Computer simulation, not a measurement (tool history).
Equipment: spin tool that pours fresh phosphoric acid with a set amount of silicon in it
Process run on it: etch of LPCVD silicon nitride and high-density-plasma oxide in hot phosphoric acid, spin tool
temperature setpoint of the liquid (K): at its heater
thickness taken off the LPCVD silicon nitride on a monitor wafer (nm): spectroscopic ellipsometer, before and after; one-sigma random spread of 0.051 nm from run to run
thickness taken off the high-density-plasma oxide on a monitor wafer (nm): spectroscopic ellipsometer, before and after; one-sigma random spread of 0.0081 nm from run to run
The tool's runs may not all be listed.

run,hour,temperature setpoint of the liquid (K),silicon dissolved in the acid as it is poured (mg a litre),time under the liquid (s),thickness taken off the LPCVD silicon nitride on a monitor wafer (nm),thickness taken off the high-density-plasma oxide on a monitor wafer (nm)
1,0.0,434.15,26.5,180,14.8810,0.258790
2,4.1,434.15,26.5,140,11.6060,0.206060
3,7.6,433.15,26.5,140,11.1640,0.210980
4,9.1,433.15,26.5,80,6.4018,0.110260
5,9.9,433.15,26.5,15,1.2057,0.025740
6,17.4,433.15,26.5,15,1.2089,0.021048
7,21.0,432.65,27.5,25,1.9715,0.034330
# hour 24.1: thermometer replaced
8,24.1,432.15,28.0,30,2.4921,0.045058
9,29.7,431.65,29.5,35,2.8312,0.043885
10,36.8,431.15,29.5,40,3.1845,0.048437
11,44.7,431.15,29.5,45,3.5861,0.060734
12,50.0,431.15,30.5,50,3.9522,0.059209
13,52.9,431.15,30.5,50,3.9702,0.061955
14,59.2,431.15,31.0,55,4.3894,0.066574
15,67.5,431.15,31.5,60,4.7910,0.081934

Expected results for the next run?
16,75.5,431.15,34.0,60,?,?

thickness taken off the LPCVD silicon nitride on a monitor wafer (nm): 4.7860
thickness taken off the high-density-plasma oxide on a monitor wafer (nm): 0.065575
